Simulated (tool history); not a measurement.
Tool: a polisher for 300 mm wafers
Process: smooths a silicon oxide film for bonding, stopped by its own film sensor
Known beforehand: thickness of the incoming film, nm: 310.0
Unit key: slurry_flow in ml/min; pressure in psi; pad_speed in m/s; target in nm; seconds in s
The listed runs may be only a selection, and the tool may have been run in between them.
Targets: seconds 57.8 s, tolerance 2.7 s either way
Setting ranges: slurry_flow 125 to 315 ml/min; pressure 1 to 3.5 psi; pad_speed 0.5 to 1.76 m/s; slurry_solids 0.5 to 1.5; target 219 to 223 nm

run    day  slurry_flow  pressure  pad_speed  slurry_solids  target  seconds
  1      0          205       2.2       1.12              1     223   116.23
  2   0.05          205       2.5       1.16              1     223   101.45
  3  0.221          205       2.7       1.16              1     223   91.423
  4  0.429          205       2.7       0.94              1     223   109.26
  5  0.483          205       2.7       0.94              1     219   113.53
  6  0.662          205       2.9       1.02              1     219   100.82
     0.733  -- worn pad replaced by a new one
  7  0.733          205         3        1.1              1     219   82.027
  8  0.888          205       3.1       1.12              1     219   81.553
  9  1.008          205       3.2       1.16              1     219   74.713
 10   1.15          205       3.3       1.18              1     219   72.104
 11  1.454          205       3.3       1.22              1     219   70.422
 12  1.646          205       3.3       1.24              1     219   68.243
 13  1.988          205       3.3       1.26              1     219   67.553
 14  2.129          205       3.3       1.26              1     219    68.33
 15   2.25          205       3.3       1.26              1     219   66.404
 16  2.517          205       3.3       1.28              1     219   67.048

Below are 4 possible settings for the next run. Only one of them brings all results inside the allowed miss of their targets. Which is it?
  A  2.783          205       3.3       1.18            0.8     219        ?
  B  2.783          205       3.5       1.34              1     222        ?
  C  2.783          185       2.9       1.28            0.9     219        ?
  D  2.783          190       2.8       1.22            0.9     223        ?

move  seconds
   A   77.692
   B   58.102
   C   79.243
   D   81.234
A: the biggest miss grows against the last run
B: all results land within tolerance of their targets
C: the biggest miss grows against the last run
D: the biggest miss grows against the last run
B meets every target.

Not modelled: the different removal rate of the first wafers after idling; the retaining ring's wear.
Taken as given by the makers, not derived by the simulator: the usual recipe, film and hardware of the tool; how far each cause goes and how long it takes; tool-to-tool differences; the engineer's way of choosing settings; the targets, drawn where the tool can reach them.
